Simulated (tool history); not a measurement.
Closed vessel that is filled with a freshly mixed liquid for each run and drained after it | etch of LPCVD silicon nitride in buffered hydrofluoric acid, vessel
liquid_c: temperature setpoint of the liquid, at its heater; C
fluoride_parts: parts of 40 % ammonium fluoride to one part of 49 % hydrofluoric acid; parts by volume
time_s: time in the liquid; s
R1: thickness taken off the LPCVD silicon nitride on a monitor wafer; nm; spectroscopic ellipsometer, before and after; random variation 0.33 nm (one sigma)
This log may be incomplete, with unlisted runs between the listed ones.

Run 1, hour 0.0: liquid_c 21.0 C, fluoride_parts 16.0 parts by volume, time_s 2905 s. Result: R1 21.330 nm.
Run 2, hour 6.3: liquid_c 21.0 C, fluoride_parts 12.5 parts by volume, time_s 2905 s. Result: R1 27.291 nm.
Run 3, hour 9.3: liquid_c 21.0 C, fluoride_parts 12.5 parts by volume, time_s 2905 s. Result: R1 27.215 nm.
Run 4, hour 14.8: liquid_c 23.5 C, fluoride_parts 11.5 parts by volume, time_s 2905 s. Result: R1 34.139 nm.
Run 5, hour 18.8: liquid_c 25.5 C, fluoride_parts 11.5 parts by volume, time_s 2905 s. Result: R1 37.939 nm.
Run 6, hour 22.9: liquid_c 25.5 C, fluoride_parts 11.5 parts by volume, time_s 2905 s. Result: R1 38.047 nm.

Expected results for the next run?
Run 7, hour 31.3: liquid_c 26.5 C, fluoride_parts 11.0 parts by volume, time_s 2905 s. Result: R1 ?.

{"run 7": {"R1": 41.825}}

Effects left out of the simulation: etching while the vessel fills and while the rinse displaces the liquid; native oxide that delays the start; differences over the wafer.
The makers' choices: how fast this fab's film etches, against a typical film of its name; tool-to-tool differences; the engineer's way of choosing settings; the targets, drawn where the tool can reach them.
